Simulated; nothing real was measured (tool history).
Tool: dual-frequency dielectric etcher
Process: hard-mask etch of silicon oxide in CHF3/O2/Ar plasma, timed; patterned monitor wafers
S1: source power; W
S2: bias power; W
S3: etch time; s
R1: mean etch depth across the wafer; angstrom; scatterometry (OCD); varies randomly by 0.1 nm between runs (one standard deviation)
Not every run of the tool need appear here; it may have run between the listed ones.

| run | hour | S1 | S2 | S3 | R1 |
|---|---|---|---|---|---|
| 1 | 0.0 | 900 | 138 | 13.5 | 316.22 |
| 2 | 2.2 | 900 | 138 | 12.5 | 291.74 |
| 3 | 5.2 | 940 | 145 | 12.5 | 305.48 |
| 4 | 8.3 | 1070 | 145 | 12.5 | 324.16 |
| 5 | 13.9 | 1070 | 168 | 12.5 | 340.42 |
| 6 | 20.6 | 980 | 168 | 12.5 | 326.81 |

What will run 7 give?
| 7 | 29.4 | 1010 | 171 | 12.5 | ? |

{"run 7": {"R1": 334.39}}
